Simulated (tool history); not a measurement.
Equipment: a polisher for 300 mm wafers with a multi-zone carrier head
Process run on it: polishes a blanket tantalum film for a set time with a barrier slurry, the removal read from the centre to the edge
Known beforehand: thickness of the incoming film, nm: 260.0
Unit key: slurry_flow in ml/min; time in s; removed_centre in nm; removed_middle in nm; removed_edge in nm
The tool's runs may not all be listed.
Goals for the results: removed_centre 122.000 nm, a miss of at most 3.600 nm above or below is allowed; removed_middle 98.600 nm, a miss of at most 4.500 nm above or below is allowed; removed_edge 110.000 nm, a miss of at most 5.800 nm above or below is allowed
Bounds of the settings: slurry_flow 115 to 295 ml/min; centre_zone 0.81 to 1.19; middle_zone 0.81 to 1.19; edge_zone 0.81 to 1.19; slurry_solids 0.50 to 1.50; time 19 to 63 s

run	hour	slurry_flow	centre_zone	middle_zone	edge_zone	slurry_solids	time	removed_centre	removed_middle	removed_edge
1	0.0	190	1.00	1.00	1.00	1.00	41	82.208	82.434	79.111
2	2.8	195	1.02	0.99	1.02	1.05	41	84.804	82.876	81.408
3	3.6	195	1.02	0.99	1.07	1.05	41	85.868	82.644	83.107
4	4.5	200	1.03	0.98	1.08	1.10	41	86.143	84.083	88.870
5	7.7	200	1.05	0.97	1.07	1.10	42	90.930	83.874	86.543
6	14.9	200	1.05	0.97	0.99	1.10	42	89.724	86.276	84.593
7	19.6	200	1.05	0.97	0.99	1.10	42	89.855	86.181	84.725
8	21.7	200	1.07	0.96	1.00	1.15	43	94.433	86.253	87.687
9	27.0	235	1.17	1.00	1.10	1.40	46	117.810	105.110	105.120

Next run, 5 choices. One meets every target within its allowed miss, the rest don't. Which?
A	32.3	250	1.12	0.97	1.07	1.35	45	?	?	?
B	32.3	235	1.10	0.94	1.16	1.50	46	?	?	?
C	32.3	280	1.19	1.06	0.98	1.50	44	?	?	?
D	32.3	200	1.17	0.94	1.15	1.50	47	?	?	?
E	32.3	245	1.19	0.82	1.19	1.45	46	?	?	?

move	removed_centre	removed_middle	removed_edge
A	112.940	99.863	100.340
B	114.800	100.750	108.560
C	121.540	108.870	96.813
D	121.510	100.560	108.540
E	123.880	89.836	109.900
A: puts the biggest miss on target and leaves a different result outside tolerance
B: puts the biggest miss on target and leaves a different result outside tolerance
C: its largest miss is bigger than the last run's
D: every result lands within tolerance
E: moves the result that the last run missed by most past its target, out the other side
So the answer is move D, the one that meets all the targets.
